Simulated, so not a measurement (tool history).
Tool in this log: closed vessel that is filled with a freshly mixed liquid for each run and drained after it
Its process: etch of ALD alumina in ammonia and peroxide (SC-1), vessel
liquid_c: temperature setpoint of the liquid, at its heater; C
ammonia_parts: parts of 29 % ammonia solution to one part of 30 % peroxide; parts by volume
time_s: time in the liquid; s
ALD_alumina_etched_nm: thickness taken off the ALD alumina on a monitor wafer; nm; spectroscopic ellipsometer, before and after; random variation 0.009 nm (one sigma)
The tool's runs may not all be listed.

run  hour  liquid_c  ammonia_parts  time_s  ALD_alumina_etched_nm
  1   0.0      52.0           0.55      65                 4.0722
  2   1.7      51.5           0.55      65                 4.0022
  3   3.6      51.5           0.40      65                 3.8558
  4   9.3      51.5           0.50      65                 3.9358
  5  18.0      51.5           0.50      55                 3.3393
  6  20.1      51.5           0.60      55                 3.3855

Run 7 has not been measured yet. What should we expect?
  7  28.6      51.0           0.60      55                      ?

Run 7 came out at ALD_alumina_etched_nm 3.2882 nm.
